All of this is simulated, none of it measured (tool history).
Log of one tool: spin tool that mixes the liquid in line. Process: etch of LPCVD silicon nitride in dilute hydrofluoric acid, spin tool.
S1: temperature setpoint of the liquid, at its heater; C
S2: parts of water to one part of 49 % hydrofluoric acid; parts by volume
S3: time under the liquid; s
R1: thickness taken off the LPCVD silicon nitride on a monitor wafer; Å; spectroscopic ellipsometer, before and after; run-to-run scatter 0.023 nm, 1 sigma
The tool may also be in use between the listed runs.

run,hour,S1,S2,S3,R1
1,0,25,105,100,5.7613
2,8,25.5,105,100,6.0293
3,13.9,25.5,135,100,4.8726
4,19.6,25.5,160,100,3.9064
5,27,26.5,155,100,4.455
# hour 29.6: thermometer replaced
6,29.6,27,150,100,4.0504
7,37.6,26.5,140,100,4.2151
8,41.1,26,130,100,4.3118

Expected results for the next run?
9,42.7,25.5,115,100,?

R1: 4.776 Å
